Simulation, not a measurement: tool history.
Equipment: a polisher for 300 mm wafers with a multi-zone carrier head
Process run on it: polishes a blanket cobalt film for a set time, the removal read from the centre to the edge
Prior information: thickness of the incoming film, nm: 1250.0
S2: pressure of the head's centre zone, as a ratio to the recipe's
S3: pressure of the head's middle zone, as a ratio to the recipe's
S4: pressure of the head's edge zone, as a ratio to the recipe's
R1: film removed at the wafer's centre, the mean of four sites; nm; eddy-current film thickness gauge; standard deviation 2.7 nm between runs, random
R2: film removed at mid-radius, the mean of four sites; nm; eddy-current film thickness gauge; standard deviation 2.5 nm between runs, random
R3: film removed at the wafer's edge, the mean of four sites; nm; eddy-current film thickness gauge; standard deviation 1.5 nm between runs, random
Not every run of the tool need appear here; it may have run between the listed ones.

run 1 hour=0.0 | flow_of_slurry_(ml/min)=185 S2=1.00 S3=1.00 S4=1.00 polishing_time_(s)=72 | R1=251.01 R2=253.44 R3=256.64
run 2 hour=7.8 | flow_of_slurry_(ml/min)=165 S2=1.00 S3=1.00 S4=1.00 polishing_time_(s)=72 | R1=237.66 R2=245.49 R3=252.28
run 3 hour=10.1 | flow_of_slurry_(ml/min)=210 S2=1.00 S3=1.00 S4=1.00 polishing_time_(s)=72 | R1=256.11 R2=257.98 R3=261.43
run 4 hour=11.7 | flow_of_slurry_(ml/min)=210 S2=1.07 S3=1.00 S4=1.00 polishing_time_(s)=72 | R1=277.78 R2=262.25 R3=262.24
run 5 hour=18.7 | flow_of_slurry_(ml/min)=235 S2=1.07 S3=1.00 S4=1.00 polishing_time_(s)=72 | R1=276.05 R2=262.09 R3=267.42
run 6 hour=21.3 | flow_of_slurry_(ml/min)=220 S2=1.07 S3=0.99 S4=0.96 polishing_time_(s)=69 | R1=267.01 R2=251.01 R3=244.88
run 7 hour=23.9 | flow_of_slurry_(ml/min)=170 S2=1.00 S3=0.89 S4=0.86 polishing_time_(s)=60 | R1=197.29 R2=197.94 R3=196.92
run 8 hour=29.1 | flow_of_slurry_(ml/min)=175 S2=1.02 S3=0.89 S4=0.85 polishing_time_(s)=60 | R1=208.37 R2=195.88 R3=195.45
-- hour=34.2 slurry nozzle cleaned
run 9 hour=34.2 | flow_of_slurry_(ml/min)=180 S2=1.03 S3=0.89 S4=0.84 polishing_time_(s)=60 | R1=231.89 R2=212.27 R3=208.26
run 10 hour=37.4 | flow_of_slurry_(ml/min)=175 S2=1.04 S3=0.89 S4=0.83 polishing_time_(s)=59 | R1=223.37 R2=208.83 R3=203.13

What does the tool deliver on the next run?
run 11 hour=41.3 | flow_of_slurry_(ml/min)=185 S2=1.04 S3=0.89 S4=0.83 polishing_time_(s)=58 | R1=? R2=? R3=?

R1: 222.73 nm
R2: 207.94 nm
R3: 199.61 nm
